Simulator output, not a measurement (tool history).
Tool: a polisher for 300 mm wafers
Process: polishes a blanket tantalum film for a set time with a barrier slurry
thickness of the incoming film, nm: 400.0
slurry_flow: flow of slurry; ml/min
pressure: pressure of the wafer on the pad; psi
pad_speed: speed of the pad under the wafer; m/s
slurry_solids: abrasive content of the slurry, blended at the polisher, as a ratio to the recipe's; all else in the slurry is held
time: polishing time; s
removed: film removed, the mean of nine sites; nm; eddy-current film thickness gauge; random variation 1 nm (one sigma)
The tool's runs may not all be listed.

Run 1, hour 0.0: slurry_flow 180 ml/min, pressure 1.9 psi, pad_speed 1.04 m/s, slurry_solids 1.0, time 50 s. Result: removed 96.614 nm.
Run 2, hour 7.1: slurry_flow 180 ml/min, pressure 1.9 psi, pad_speed 1.04 m/s, slurry_solids 1.1, time 50 s. Result: removed 96.884 nm.
Run 3, hour 12.3: slurry_flow 180 ml/min, pressure 1.8 psi, pad_speed 1.04 m/s, slurry_solids 1.1, time 50 s. Result: removed 95.959 nm.
Run 4, hour 20.5: slurry_flow 180 ml/min, pressure 1.8 psi, pad_speed 0.92 m/s, slurry_solids 1.1, time 50 s. Result: removed 85.401 nm.
Run 5, hour 22.8: slurry_flow 180 ml/min, pressure 1.8 psi, pad_speed 0.92 m/s, slurry_solids 1.1, time 53 s. Result: removed 88.333 nm.
Run 6, hour 28.8: slurry_flow 180 ml/min, pressure 1.8 psi, pad_speed 1.06 m/s, slurry_solids 1.1, time 53 s. Result: removed 104.240 nm.
Run 7, hour 35.4: slurry_flow 180 ml/min, pressure 1.6 psi, pad_speed 1.06 m/s, slurry_solids 1.1, time 53 s. Result: removed 95.834 nm.

Run 8 comes next. What will it give?
Run 8, hour 37.2: slurry_flow 180 ml/min, pressure 1.5 psi, pad_speed 1.06 m/s, slurry_solids 1.1, time 53 s. Result: removed ?.

removed: 93.909 nm
